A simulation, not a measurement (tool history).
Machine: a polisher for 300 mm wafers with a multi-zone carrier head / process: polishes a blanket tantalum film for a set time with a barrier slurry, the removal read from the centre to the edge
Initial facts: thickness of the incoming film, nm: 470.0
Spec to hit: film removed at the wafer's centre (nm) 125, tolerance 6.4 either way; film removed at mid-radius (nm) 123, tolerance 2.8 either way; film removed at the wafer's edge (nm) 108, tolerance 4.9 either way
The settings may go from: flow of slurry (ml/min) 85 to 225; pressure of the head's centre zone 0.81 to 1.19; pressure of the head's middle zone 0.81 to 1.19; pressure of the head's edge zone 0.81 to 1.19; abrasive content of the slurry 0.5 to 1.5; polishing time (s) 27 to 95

run,hour,flow of slurry (ml/min),pressure of the head's centre zone,pressure of the head's middle zone,pressure of the head's edge zone,abrasive content of the slurry,polishing time (s),film removed at the wafer's centre (nm),film removed at mid-radius (nm),film removed at the wafer's edge (nm)
1,0,145,1,1,1,1,61,72.35,74.216,75.524
2,6.2,160,1.05,1.05,1.02,1.15,63,83.839,86.073,80.559
3,13,165,1.08,1.06,1.05,1.25,66,95.914,91.267,88.768
4,15.4,165,1.08,1.06,1.1,1.25,66,92.418,91.598,90.212
5,22.3,165,1.08,1.01,1.1,1.25,66,93.968,88.575,89.158
6,29.8,175,1.09,1.06,1.09,1.3,68,98.988,96.574,94.248
7,34.6,185,1.11,1.1,1.08,1.35,69,104.15,102.92,96.09
8,43.5,185,1.11,1.1,1.08,1.35,69,106.96,102.28,96.166
9,46.2,220,1.16,1.19,1.12,1.5,71,120.1,118.62,104.11
10,50.3,220,1.16,1.19,1.12,1.5,71,116.93,117.77,105.57

Which single option among these 4 for the next run brings every result within its allowed miss of target? Just one does.
A,54.4,225,1.15,1.19,1.13,1.5,70,?,?,?
B,54.4,225,1.19,1.19,1.14,1.4,74,?,?,?
C,54.4,210,1,1.08,1.19,1.5,77,?,?,?
D,54.4,225,1.19,1.17,1.18,1.15,76,?,?,?

move,film removed at the wafer's centre (nm),film removed at mid-radius (nm),film removed at the wafer's edge (nm)
A,114.42,116.47,104.36
B,123.35,121.28,109.11
C,108.17,116.9,116.79
D,120.88,117.14,108.58
A: its largest miss is bigger than the last run's
B: all results in spec
C: its largest miss is bigger than the last run's
D: its largest miss is bigger than the last run's
B is the move that brings every result within its allowed miss.
